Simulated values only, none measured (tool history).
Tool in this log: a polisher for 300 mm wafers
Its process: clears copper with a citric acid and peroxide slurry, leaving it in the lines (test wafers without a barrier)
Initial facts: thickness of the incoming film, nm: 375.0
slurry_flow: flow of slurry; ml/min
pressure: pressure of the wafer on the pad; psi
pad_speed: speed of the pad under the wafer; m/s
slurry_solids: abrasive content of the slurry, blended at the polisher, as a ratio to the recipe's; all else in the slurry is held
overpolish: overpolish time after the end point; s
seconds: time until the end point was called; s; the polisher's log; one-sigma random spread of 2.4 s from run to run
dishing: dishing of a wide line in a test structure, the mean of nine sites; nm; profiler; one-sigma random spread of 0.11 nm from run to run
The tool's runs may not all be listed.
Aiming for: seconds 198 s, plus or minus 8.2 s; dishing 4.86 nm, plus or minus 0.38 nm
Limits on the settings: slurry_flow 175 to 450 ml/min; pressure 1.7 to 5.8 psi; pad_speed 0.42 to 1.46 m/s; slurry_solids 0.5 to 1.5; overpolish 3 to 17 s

{"run": 1, "hour": 0.0, "slurry_flow": 290, "pressure": 3.7, "pad_speed": 0.94, "slurry_solids": 1, "overpolish": 9, "seconds": 171.07, "dishing": 10.017}
{"run": 2, "hour": 5.6, "slurry_flow": 255, "pressure": 3.7, "pad_speed": 0.94, "slurry_solids": 1, "overpolish": 9, "seconds": 175.22, "dishing": 10.051}
{"run": 3, "hour": 14.4, "slurry_flow": 295, "pressure": 3.7, "pad_speed": 0.94, "slurry_solids": 1, "overpolish": 9, "seconds": 171.03, "dishing": 9.8459}
{"run": 4, "hour": 16.6, "slurry_flow": 315, "pressure": 3.6, "pad_speed": 0.94, "slurry_solids": 1, "overpolish": 8, "seconds": 174.12, "dishing": 8.8175}
{"hour": 21.9, "done": "slurry nozzle cleaned"}
{"run": 5, "hour": 21.9, "slurry_flow": 330, "pressure": 3.5, "pad_speed": 0.94, "slurry_solids": 1, "overpolish": 7, "seconds": 167.4, "dishing": 8.1463}
{"run": 6, "hour": 28.1, "slurry_flow": 330, "pressure": 3.5, "pad_speed": 0.94, "slurry_solids": 1.2, "overpolish": 7, "seconds": 168.28, "dishing": 8.6741}
{"run": 7, "hour": 30.1, "slurry_flow": 340, "pressure": 3.4, "pad_speed": 0.94, "slurry_solids": 1.15, "overpolish": 7, "seconds": 174.08, "dishing": 8.4756}
{"run": 8, "hour": 34.8, "slurry_flow": 345, "pressure": 3.3, "pad_speed": 0.94, "slurry_solids": 1.1, "overpolish": 7, "seconds": 178.59, "dishing": 8.4947}
{"run": 9, "hour": 35.9, "slurry_flow": 350, "pressure": 3.3, "pad_speed": 0.92, "slurry_solids": 1.05, "overpolish": 7, "seconds": 184.32, "dishing": 8.135}
{"run": 10, "hour": 37.5, "slurry_flow": 430, "pressure": 3.5, "pad_speed": 0.88, "slurry_solids": 0.8, "overpolish": 3, "seconds": 185.88, "dishing": 4.1025}
{"run": 11, "hour": 39.6, "slurry_flow": 425, "pressure": 3.5, "pad_speed": 0.88, "slurry_solids": 0.8, "overpolish": 3, "seconds": 184.72, "dishing": 3.8531}
{"run": 12, "hour": 45.8, "slurry_flow": 420, "pressure": 3.5, "pad_speed": 0.88, "slurry_solids": 0.8, "overpolish": 3, "seconds": 186.57, "dishing": 4.0304}
{"run": 13, "hour": 48.7, "slurry_flow": 405, "pressure": 3.3, "pad_speed": 0.88, "slurry_solids": 0.8, "overpolish": 7, "seconds": 191.84, "dishing": 7.6411}
{"run": 14, "hour": 52.0, "slurry_flow": 400, "pressure": 3.3, "pad_speed": 0.88, "slurry_solids": 0.8, "overpolish": 7, "seconds": 195.11, "dishing": 7.4046}
{"run": 15, "hour": 54.1, "slurry_flow": 395, "pressure": 3.3, "pad_speed": 0.88, "slurry_solids": 0.8, "overpolish": 7, "seconds": 199.85, "dishing": 7.691}
{"run": 16, "hour": 59.6, "slurry_flow": 450, "pressure": 3, "pad_speed": 0.9, "slurry_solids": 0.8, "overpolish": 3, "seconds": 208.74, "dishing": 3.7704}

4 next moves are on the table. One of them brings every result within its allowed miss. Which?
{"run": "A", "hour": 65.1, "slurry_flow": 440, "pressure": 3.1, "pad_speed": 0.84, "slurry_solids": 0.8, "overpolish": 4, "seconds": "?", "dishing": "?"}
{"run": "B", "hour": 65.1, "slurry_flow": 405, "pressure": 3.8, "pad_speed": 0.76, "slurry_solids": 0.75, "overpolish": 4, "seconds": "?", "dishing": "?"}
{"run": "C", "hour": 65.1, "slurry_flow": 450, "pressure": 3.3, "pad_speed": 0.78, "slurry_solids": 0.75, "overpolish": 4, "seconds": "?", "dishing": "?"}
{"run": "D", "hour": 65.1, "slurry_flow": 445, "pressure": 3.5, "pad_speed": 0.7, "slurry_solids": 0.9, "overpolish": 4, "seconds": "?", "dishing": "?"}

move=A seconds=214.01 dishing=4.303
move=B seconds=196.83 dishing=4.6254
move=C seconds=217.95 dishing=4.2383
move=D seconds=224.08 dishing=4.1406
A: better than the last run, though not everything is in spec
B: every result within its allowed miss
C: better than the last run, though not everything is in spec
D: moves away from the targets compared with the last run
Go with B: it meets all targets.

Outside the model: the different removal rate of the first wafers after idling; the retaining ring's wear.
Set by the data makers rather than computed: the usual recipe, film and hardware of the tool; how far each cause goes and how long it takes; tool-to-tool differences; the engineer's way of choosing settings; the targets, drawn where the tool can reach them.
